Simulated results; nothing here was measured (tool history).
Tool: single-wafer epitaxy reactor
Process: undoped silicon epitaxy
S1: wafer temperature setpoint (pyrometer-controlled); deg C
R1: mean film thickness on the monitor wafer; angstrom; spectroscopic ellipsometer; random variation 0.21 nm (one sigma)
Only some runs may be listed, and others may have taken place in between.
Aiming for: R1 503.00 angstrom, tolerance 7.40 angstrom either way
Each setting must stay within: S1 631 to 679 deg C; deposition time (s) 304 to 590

Run 1, hour 0.0: S1 655 deg C, deposition time (s) 447. Result: R1 873.83 angstrom.
Run 2, hour 5.9: S1 661 deg C, deposition time (s) 447. Result: R1 978.27 angstrom.
Run 3, hour 9.7: S1 661 deg C, deposition time (s) 388. Result: R1 845.47 angstrom.
Run 4, hour 12.7: S1 653 deg C, deposition time (s) 387. Result: R1 730.83 angstrom.
Run 5, hour 19.9: S1 647 deg C, deposition time (s) 386. Result: R1 651.28 angstrom.
Run 6, hour 23.0: S1 643 deg C, deposition time (s) 386. Result: R1 601.44 angstrom.
Run 7, hour 28.6: S1 640 deg C, deposition time (s) 386. Result: R1 568.27 angstrom.
Run 8, hour 34.1: S1 638 deg C, deposition time (s) 386. Result: R1 549.90 angstrom.
Run 9, hour 36.5: S1 637 deg C, deposition time (s) 386. Result: R1 534.73 angstrom.
Run 10, hour 39.8: S1 636 deg C, deposition time (s) 386. Result: R1 521.24 angstrom.
Run 11, hour 43.4: S1 635 deg C, deposition time (s) 386. Result: R1 516.45 angstrom.

Of the 5 settings listed for the next run, only one would bring every result within its allowed miss of target. Which one?
Run A, hour 47.0: S1 633 deg C, deposition time (s) 421. Result: R1 ?.
Run B, hour 47.0: S1 639 deg C, deposition time (s) 368. Result: R1 ?.
Run C, hour 47.0: S1 636 deg C, deposition time (s) 372. Result: R1 ?.
Run D, hour 47.0: S1 636 deg C, deposition time (s) 389. Result: R1 ?.
Run E, hour 47.0: S1 637 deg C, deposition time (s) 389. Result: R1 ?.

move      R1
   A  538.39
   B  529.56
   C  504.73
   D  527.80
   E  538.27
A: its largest miss is bigger than the last run's
B: its largest miss is bigger than the last run's
C: every result within its allowed miss
D: its largest miss is bigger than the last run's
E: its largest miss is bigger than the last run's
Move C is the one to make.

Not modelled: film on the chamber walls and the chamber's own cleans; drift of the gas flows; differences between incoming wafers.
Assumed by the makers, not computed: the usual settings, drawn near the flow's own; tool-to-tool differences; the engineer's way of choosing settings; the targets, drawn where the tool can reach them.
